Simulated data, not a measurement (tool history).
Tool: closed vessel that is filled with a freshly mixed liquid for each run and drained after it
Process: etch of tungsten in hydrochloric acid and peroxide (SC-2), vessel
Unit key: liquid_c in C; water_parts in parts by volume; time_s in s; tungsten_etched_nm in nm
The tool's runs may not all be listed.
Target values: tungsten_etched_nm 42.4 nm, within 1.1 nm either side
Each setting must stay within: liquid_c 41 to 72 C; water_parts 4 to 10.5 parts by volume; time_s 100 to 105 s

run,hour,liquid_c,water_parts,time_s,tungsten_etched_nm
1,0,57,5.5,100,103.7
2,3.2,53.5,5.5,100,82.879
3,5.8,51,5.5,100,70.554
4,14.1,51,5.5,100,70.136
5,20.3,51,5.5,100,70.005
6,27.7,56.5,5.5,100,100.61
7,33.3,53.5,5.5,100,83.169
8,38.3,45.5,5.5,100,48.652
9,43.1,45,5.5,100,46.834
10,50.3,44.5,5.5,100,45.1
11,53.9,44.5,5.5,100,45.087

Consider the 5 candidate settings below. Which is the only one whose results all fall within their allowed miss of target?
A,57.5,45,5.5,100,?
B,57.5,45.5,6.5,100,?
C,57.5,48,7,100,?
D,57.5,43.5,5,100,?
E,57.5,41.5,4,100,?

move,tungsten_etched_nm
A,46.922
B,42.848
C,47.971
D,45.323
E,45.979
A: further off than the last run
B: in spec on every target
C: further off than the last run
D: further off than the last run
E: further off than the last run
Move B is the one to make.

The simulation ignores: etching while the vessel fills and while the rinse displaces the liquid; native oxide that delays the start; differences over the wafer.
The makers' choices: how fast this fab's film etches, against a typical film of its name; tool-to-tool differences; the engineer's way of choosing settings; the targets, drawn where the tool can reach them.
